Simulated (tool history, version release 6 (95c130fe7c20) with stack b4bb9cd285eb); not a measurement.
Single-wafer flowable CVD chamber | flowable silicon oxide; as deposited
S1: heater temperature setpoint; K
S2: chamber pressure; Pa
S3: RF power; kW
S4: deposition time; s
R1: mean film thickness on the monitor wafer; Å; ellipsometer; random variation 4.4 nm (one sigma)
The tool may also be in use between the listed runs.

run	hour	S1	S2	S3	S4	R1
1	0	363.15	145	2.01	931	10896
2	7.4	355.15	145	2.01	931	13917
3	9.5	353.15	145	2.01	931	14745
4	12.2	353.15	159	2.01	931	16138
5	14.8	353.15	159	2.01	960	16599
6	23.8	352.15	159	2.01	960	17017
7	26.5	351.15	159	2.01	960	17530
8	33.4	350.15	159	2.01	960	17928
9	42.6	349.15	159	2.01	960	18461

Forecast run 10:
10	47.6	347.15	159	2.01	960	?

{"run 10": {"R1": 19388}}
